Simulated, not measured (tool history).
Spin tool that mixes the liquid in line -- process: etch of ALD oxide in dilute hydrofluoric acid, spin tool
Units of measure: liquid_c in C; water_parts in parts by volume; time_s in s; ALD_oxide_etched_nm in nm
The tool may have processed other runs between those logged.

Run 1, hour 0: liquid_c 21 C, water_parts 220 parts by volume, time_s 115 s. Result: ALD_oxide_etched_nm 6.7534 nm.
Run 2, hour 4: liquid_c 23 C, water_parts 220 parts by volume, time_s 115 s. Result: ALD_oxide_etched_nm 7.1787 nm.
Run 3, hour 8.4: liquid_c 23 C, water_parts 140 parts by volume, time_s 115 s. Result: ALD_oxide_etched_nm 12.391 nm.
Run 4, hour 10.2: liquid_c 23 C, water_parts 140 parts by volume, time_s 115 s. Result: ALD_oxide_etched_nm 12.464 nm.
Run 5, hour 18.1: liquid_c 21.5 C, water_parts 150 parts by volume, time_s 115 s. Result: ALD_oxide_etched_nm 10.955 nm.
Run 6, hour 19.7: liquid_c 21.5 C, water_parts 90 parts by volume, time_s 115 s. Result: ALD_oxide_etched_nm 19.086 nm.
Run 7, hour 28: liquid_c 21.5 C, water_parts 120 parts by volume, time_s 115 s. Result: ALD_oxide_etched_nm 13.923 nm.
Run 8, hour 31: liquid_c 20.5 C, water_parts 135 parts by volume, time_s 115 s. Result: ALD_oxide_etched_nm 11.574 nm.
Run 9, hour 32.7: liquid_c 19.5 C, water_parts 140 parts by volume, time_s 115 s. Result: ALD_oxide_etched_nm 10.892 nm.

Run 10 comes next. What will it give?
Run 10, hour 36.6: liquid_c 19 C, water_parts 145 parts by volume, time_s 115 s. Result: ALD_oxide_etched_nm ?.

ALD_oxide_etched_nm: 10.256 nm

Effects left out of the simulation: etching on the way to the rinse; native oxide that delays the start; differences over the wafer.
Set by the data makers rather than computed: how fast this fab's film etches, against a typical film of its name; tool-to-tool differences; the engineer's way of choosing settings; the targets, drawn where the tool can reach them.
